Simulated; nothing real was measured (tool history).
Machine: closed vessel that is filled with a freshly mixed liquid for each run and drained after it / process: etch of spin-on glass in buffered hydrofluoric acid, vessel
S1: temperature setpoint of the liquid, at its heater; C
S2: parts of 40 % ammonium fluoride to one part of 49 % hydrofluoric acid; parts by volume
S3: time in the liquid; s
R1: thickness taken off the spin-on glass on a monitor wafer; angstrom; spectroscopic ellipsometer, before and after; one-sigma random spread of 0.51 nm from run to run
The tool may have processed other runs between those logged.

run 1 hour=0 | S1=22 S2=9 S3=30 | R1=1131.5
run 2 hour=6.8 | S1=21 S2=9 S3=30 | R1=1071.4
run 3 hour=11.3 | S1=20.5 S2=9 S3=30 | R1=1044.6
run 4 hour=18.5 | S1=20.5 S2=6.5 S3=30 | R1=1464.8
run 5 hour=22.9 | S1=20.5 S2=6.5 S3=30 | R1=1468.7
run 6 hour=30.8 | S1=23 S2=6.5 S3=30 | R1=1673

Run 7 has not been measured yet. What should we expect?
run 7 hour=37.4 | S1=21.5 S2=7 S3=30 | R1=?

{"run 7": {"R1": 1442.3}}
